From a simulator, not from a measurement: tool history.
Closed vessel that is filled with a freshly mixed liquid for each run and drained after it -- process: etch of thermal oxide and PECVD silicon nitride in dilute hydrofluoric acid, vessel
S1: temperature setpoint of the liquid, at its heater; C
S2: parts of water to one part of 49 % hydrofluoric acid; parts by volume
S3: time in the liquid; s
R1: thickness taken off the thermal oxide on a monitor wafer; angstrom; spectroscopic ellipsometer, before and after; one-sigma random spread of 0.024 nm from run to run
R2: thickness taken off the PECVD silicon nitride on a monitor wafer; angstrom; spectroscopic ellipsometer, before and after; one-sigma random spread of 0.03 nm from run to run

| run | hour | S1 | S2 | S3 | R1 | R2 |
|---|---|---|---|---|---|---|
| 1 | 0 | 26 | 120 | 140 | 50.111 | 47.624 |
| 2 | 7.5 | 26 | 95 | 140 | 64.604 | 60.571 |
| 3 | 8.4 | 27 | 95 | 140 | 67.698 | 64.183 |
| 4 | 10.3 | 26.5 | 105 | 145 | 61.164 | 58.452 |
| 5 | 12.2 | 26.5 | 105 | 185 | 77.142 | 74.875 |
| 6 | 14.7 | 26.5 | 105 | 215 | 90.901 | 87.929 |

Estimate the outcome of run 7 from the log above:
| 7 | 20.2 | 22.5 | 155 | 225 | ? | ? |

{"run 7": {"R1": 51.895, "R2": 47.016}}

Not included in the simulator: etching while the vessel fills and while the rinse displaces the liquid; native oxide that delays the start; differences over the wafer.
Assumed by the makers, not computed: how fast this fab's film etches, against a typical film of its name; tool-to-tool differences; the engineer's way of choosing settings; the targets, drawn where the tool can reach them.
